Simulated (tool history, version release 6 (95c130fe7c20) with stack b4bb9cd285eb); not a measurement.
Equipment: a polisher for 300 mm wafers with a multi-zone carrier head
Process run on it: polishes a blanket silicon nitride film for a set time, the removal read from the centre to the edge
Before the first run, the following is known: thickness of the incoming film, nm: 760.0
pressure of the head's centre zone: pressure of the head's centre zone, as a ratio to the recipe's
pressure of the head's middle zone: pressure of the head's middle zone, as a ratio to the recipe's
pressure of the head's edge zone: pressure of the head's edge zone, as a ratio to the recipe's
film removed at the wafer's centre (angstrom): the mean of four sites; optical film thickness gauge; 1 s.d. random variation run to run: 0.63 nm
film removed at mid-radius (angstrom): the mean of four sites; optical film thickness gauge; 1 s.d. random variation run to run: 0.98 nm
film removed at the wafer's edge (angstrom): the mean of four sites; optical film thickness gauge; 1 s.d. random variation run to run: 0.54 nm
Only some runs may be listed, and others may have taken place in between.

| run | hour | flow of slurry (ml/min) | pressure of the head's centre zone | pressure of the head's middle zone | pressure of the head's edge zone | polishing time (s) | film removed at the wafer's centre (angstrom) | film removed at mid-radius (angstrom) | film removed at the wafer's edge (angstrom) |
|---|---|---|---|---|---|---|---|---|---|
| 1 | 0.0 | 160 | 1.00 | 1.00 | 1.00 | 65 | 987.43 | 1105.90 | 1091.80 |
| 2 | 9.0 | 185 | 1.00 | 1.00 | 1.00 | 65 | 1036.50 | 1112.00 | 1107.00 |
| 3 | 14.2 | 180 | 0.99 | 1.00 | 0.99 | 63 | 968.65 | 1069.00 | 1069.00 |
| 4 | 23.0 | 175 | 0.99 | 1.00 | 0.98 | 61 | 926.19 | 1033.80 | 1027.10 |
| 5 | 25.6 | 175 | 0.99 | 1.00 | 0.97 | 59 | 913.29 | 996.10 | 985.26 |
| 6 | 31.5 | 175 | 0.99 | 0.93 | 0.97 | 59 | 907.68 | 961.65 | 982.14 |
| 7 | 37.8 | 175 | 0.99 | 0.93 | 0.97 | 59 | 899.67 | 927.57 | 987.35 |
| 8 | 46.4 | 170 | 0.98 | 0.94 | 0.96 | 58 | 861.75 | 929.10 | 966.40 |
| 9 | 49.3 | 170 | 0.98 | 0.95 | 0.95 | 57 | 863.65 | 921.78 | 935.11 |
| 10 | 54.5 | 165 | 0.97 | 0.95 | 0.94 | 56 | 827.59 | 909.62 | 912.13 |
| 11 | 62.2 | 160 | 0.96 | 0.95 | 0.93 | 55 | 803.33 | 883.92 | 887.92 |

What does the tool deliver on the next run?
|  | 67.3 | centre zone pressure recalibrated |
| 12 | 67.3 | 155 | 0.95 | 0.95 | 0.92 | 54 | ? | ? | ? |

Run 12 gave film removed at the wafer's centre (angstrom) 838.86, film removed at mid-radius (angstrom) 869.66, film removed at the wafer's edge (angstrom) 867.72.

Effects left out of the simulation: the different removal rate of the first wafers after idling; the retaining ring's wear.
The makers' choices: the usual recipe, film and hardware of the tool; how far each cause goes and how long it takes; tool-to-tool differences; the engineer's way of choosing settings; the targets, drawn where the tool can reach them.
